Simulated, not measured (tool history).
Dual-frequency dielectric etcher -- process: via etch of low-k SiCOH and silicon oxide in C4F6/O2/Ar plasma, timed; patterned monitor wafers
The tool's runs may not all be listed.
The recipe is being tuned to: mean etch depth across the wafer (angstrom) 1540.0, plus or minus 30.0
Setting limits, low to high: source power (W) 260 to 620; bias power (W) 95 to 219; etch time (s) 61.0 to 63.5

| run | hour | source power (W) | bias power (W) | etch time (s) | mean etch depth across the wafer (angstrom) |
|---|---|---|---|---|---|
| 1 | 0.0 | 440 | 157 | 61.0 | 1746.9 |
| 2 | 6.6 | 440 | 146 | 61.0 | 1700.4 |
| 3 | 11.4 | 490 | 146 | 61.0 | 1800.1 |
| 4 | 14.8 | 460 | 144 | 61.0 | 1745.4 |
| 5 | 18.2 | 430 | 142 | 61.0 | 1681.1 |
| 6 | 23.2 | 430 | 142 | 63.5 | 1755.2 |
| 7 | 30.6 | 410 | 141 | 63.5 | 1723.1 |
| 8 | 34.1 | 390 | 140 | 63.5 | 1677.6 |
| 9 | 40.4 | 370 | 139 | 63.5 | 1639.7 |
| 10 | 42.5 | 360 | 138 | 63.5 | 1607.2 |

Below are 5 possible settings for the next run. Only one of them brings all results inside the allowed miss of their targets. Which is it?
| A | 44.6 | 410 | 96 | 62.0 | ? |
| B | 44.6 | 390 | 130 | 62.5 | ? |
| C | 44.6 | 330 | 136 | 61.5 | ? |
| D | 44.6 | 400 | 116 | 62.5 | ? |
| E | 44.6 | 400 | 128 | 62.5 | ? |

| move | mean etch depth across the wafer (angstrom) |
|---|---|
| A | 1524.6 |
| B | 1610.7 |
| C | 1487.4 |
| D | 1585.5 |
| E | 1622.8 |
A: every result within its allowed miss
B: the biggest miss grows against the last run
C: takes the biggest miss from the last run beyond its target
D: better than the last run, though not everything is in spec
E: the biggest miss grows against the last run
The move that meets every target is A.

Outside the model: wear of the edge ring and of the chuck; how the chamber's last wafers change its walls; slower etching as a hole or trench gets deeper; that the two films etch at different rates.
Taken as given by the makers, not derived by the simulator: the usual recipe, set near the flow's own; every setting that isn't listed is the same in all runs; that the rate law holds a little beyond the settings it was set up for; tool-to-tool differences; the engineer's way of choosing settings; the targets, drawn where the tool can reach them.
